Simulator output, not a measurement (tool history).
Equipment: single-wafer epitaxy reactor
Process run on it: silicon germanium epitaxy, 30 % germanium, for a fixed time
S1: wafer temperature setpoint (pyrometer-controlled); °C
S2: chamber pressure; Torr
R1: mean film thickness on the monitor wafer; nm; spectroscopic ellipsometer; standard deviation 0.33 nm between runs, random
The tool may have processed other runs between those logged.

Run 1, hour 0: S1 620 °C, S2 21.9 Torr. Result: R1 94.765 nm.
Run 2, hour 5.8: S1 620 °C, S2 20.2 Torr. Result: R1 91.688 nm.
Run 3, hour 13.4: S1 631 °C, S2 20.2 Torr. Result: R1 109.55 nm.
Run 4, hour 15.3: S1 631 °C, S2 16.3 Torr. Result: R1 99.688 nm.
Run 5, hour 18.2: S1 631 °C, S2 14.6 Torr. Result: R1 94.003 nm.
Run 6, hour 20.3: S1 627 °C, S2 14.6 Torr. Result: R1 89.009 nm.
Run 7, hour 25.8: S1 630 °C, S2 14.6 Torr. Result: R1 92.511 nm.

Run 8, settings as shown, results not yet in. Your forecast:
At hour 31.2: capacitance manometer re-zeroed and calibrated.
Run 8, hour 31.2: S1 632 °C, S2 14.6 Torr. Result: R1 ?.

R1: 94.355 nm

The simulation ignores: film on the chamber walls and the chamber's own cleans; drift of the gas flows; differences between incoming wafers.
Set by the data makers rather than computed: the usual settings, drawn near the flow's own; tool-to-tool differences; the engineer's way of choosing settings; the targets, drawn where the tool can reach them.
